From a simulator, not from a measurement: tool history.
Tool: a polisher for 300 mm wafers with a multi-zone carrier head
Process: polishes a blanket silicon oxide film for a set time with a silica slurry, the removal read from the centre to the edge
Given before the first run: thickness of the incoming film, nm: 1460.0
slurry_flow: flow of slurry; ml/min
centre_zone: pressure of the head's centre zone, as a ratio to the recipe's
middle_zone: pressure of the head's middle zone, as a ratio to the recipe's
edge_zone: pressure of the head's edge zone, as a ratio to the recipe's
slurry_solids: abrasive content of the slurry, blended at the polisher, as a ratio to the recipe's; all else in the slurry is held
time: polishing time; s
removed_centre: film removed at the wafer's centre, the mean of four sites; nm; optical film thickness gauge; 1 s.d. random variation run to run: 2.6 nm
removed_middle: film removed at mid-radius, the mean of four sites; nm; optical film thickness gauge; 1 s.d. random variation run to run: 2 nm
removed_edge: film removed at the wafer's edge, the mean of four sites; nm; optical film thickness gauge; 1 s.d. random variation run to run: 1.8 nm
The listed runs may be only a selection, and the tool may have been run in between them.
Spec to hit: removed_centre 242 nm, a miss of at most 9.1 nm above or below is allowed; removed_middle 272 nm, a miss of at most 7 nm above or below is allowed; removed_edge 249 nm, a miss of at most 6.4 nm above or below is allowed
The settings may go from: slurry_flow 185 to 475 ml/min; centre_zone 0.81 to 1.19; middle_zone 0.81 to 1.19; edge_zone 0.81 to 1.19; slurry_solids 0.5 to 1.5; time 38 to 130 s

| run | hour | slurry_flow | centre_zone | middle_zone | edge_zone | slurry_solids | time | removed_centre | removed_middle | removed_edge |
|---|---|---|---|---|---|---|---|---|---|---|
| 1 | 0 | 305 | 1 | 1 | 1 | 1 | 84 | 283.12 | 288.53 | 288 |
| 2 | 6.7 | 305 | 0.97 | 1 | 1 | 1 | 84 | 274.87 | 291.73 | 289.81 |
| 3 | 11 | 295 | 0.96 | 1 | 0.95 | 0.95 | 84 | 270.31 | 285.83 | 278.42 |
| 4 | 11.8 | 240 | 0.96 | 1 | 0.95 | 0.95 | 84 | 264.39 | 276.1 | 272.27 |
| 5 | 18.3 | 240 | 0.96 | 1 | 1.02 | 0.95 | 84 | 263.54 | 276.28 | 276.22 |
| 6 | 23.6 | 240 | 0.96 | 1.06 | 1.02 | 0.95 | 84 | 260.61 | 288.45 | 276.57 |
| 7 | 31.7 | 235 | 0.96 | 1.06 | 0.99 | 0.9 | 84 | 260.93 | 281.26 | 267.82 |
| 8 | 34.3 | 230 | 0.95 | 1.07 | 0.97 | 0.85 | 84 | 245.6 | 275.16 | 261.28 |
| 9 | 40.3 | 225 | 0.95 | 1.08 | 0.95 | 0.85 | 84 | 247.64 | 278.45 | 258.7 |

Pick the move, out of 5, that brings all results within their allowed miss; only one does.
| A | 46.3 | 185 | 0.92 | 1.05 | 0.87 | 0.65 | 98 | ? | ? | ? |
| B | 46.3 | 280 | 0.93 | 1.1 | 0.98 | 0.95 | 81 | ? | ? | ? |
| C | 46.3 | 185 | 1.11 | 1.12 | 0.86 | 0.95 | 79 | ? | ? | ? |
| D | 46.3 | 215 | 0.96 | 0.99 | 0.98 | 0.8 | 89 | ? | ? | ? |
| E | 46.3 | 205 | 1.04 | 1.11 | 0.88 | 0.95 | 82 | ? | ? | ? |

| move | removed_centre | removed_middle | removed_edge |
|---|---|---|---|
| A | 237.35 | 271.08 | 250.47 |
| B | 250.43 | 292.84 | 270.47 |
| C | 263.95 | 272.73 | 237.2 |
| D | 252.08 | 263.87 | 269.32 |
| E | 264.84 | 286.11 | 252.14 |
A: in spec on every target
B: misses by more than the last run did
C: takes the result that was furthest off past its target
D: misses by more than the last run did
E: corrects the largest miss of the last run, while another result sits out of spec
A is the move that brings every result within its allowed miss.

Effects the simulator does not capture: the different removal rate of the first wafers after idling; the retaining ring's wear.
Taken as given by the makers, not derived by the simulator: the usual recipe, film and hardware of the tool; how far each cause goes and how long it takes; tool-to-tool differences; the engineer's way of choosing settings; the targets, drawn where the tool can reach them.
